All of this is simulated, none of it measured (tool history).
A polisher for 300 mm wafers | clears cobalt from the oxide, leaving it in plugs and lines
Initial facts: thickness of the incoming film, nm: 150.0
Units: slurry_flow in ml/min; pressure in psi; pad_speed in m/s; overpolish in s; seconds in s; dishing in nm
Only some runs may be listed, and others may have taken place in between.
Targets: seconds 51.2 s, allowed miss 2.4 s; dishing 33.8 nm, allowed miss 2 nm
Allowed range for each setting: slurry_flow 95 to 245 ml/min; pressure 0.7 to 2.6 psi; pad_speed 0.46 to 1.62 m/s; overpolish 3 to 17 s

| run | hour | slurry_flow | pressure | pad_speed | overpolish | seconds | dishing |
|---|---|---|---|---|---|---|---|
| 1 | 0 | 155 | 1.6 | 1.04 | 9 | 37.788 | 29.4 |
| 2 | 7.5 | 120 | 1.6 | 1.04 | 9 | 38.255 | 28.5 |
| 3 | 9.5 | 120 | 1.6 | 1.04 | 8 | 38.717 | 26.212 |
| 4 | 14.6 | 135 | 1.6 | 1.04 | 8 | 38.304 | 25.481 |
| 5 | 20.3 | 135 | 1.6 | 0.82 | 8 | 47.663 | 21.393 |
| 6 | 22.3 | 135 | 1.6 | 0.82 | 9 | 48.67 | 22.708 |
| 7 | 24.7 | 135 | 1.6 | 0.82 | 10 | 47.183 | 25.965 |
| 8 | 33 | 135 | 1.5 | 0.82 | 11 | 52.14 | 25.996 |

Exercise: of the 5 proposed moves below, exactly one satisfies all targets within the stated allowed misses. Which move is it?
| A | 41.3 | 140 | 1.5 | 0.82 | 17 | ? | ? |
| B | 41.3 | 120 | 1.6 | 0.8 | 15 | ? | ? |
| C | 41.3 | 130 | 1.9 | 0.76 | 17 | ? | ? |
| D | 41.3 | 135 | 1.4 | 0.76 | 17 | ? | ? |
| E | 41.3 | 135 | 2 | 0.68 | 15 | ? | ? |

| move | seconds | dishing |
|---|---|---|
| A | 51.341 | 36.631 |
| B | 50.721 | 33.689 |
| C | 44.512 | 40.476 |
| D | 59.357 | 32.92 |
| E | 46.815 | 35.74 |
A: moves the result that the last run missed by most past its target, out the other side
B: all results land within tolerance of their targets
C: moves the result that the last run missed by most past its target, out the other side
D: gets the furthest-off result to its target, but another result is out of tolerance
E: gets the furthest-off result to its target, but another result is out of tolerance
Move B is the one to make.
